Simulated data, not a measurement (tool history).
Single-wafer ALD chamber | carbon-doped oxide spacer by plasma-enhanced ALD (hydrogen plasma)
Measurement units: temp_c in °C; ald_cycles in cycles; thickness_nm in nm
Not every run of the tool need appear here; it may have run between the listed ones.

run  hour  temp_c  ald_cycles  thickness_nm
  1     0     410         541         25.62
  2   9.6     410         614        29.319
  3  12.8     415         614        28.894
  4  16.7     421         614        28.048
  5  26.2     423         586        26.564
  6  34.5     425         564        25.486

For run 7, what comes out?
  7  41.8     428         487             ?

Logged for run 7: thickness_nm 21.702 nm.
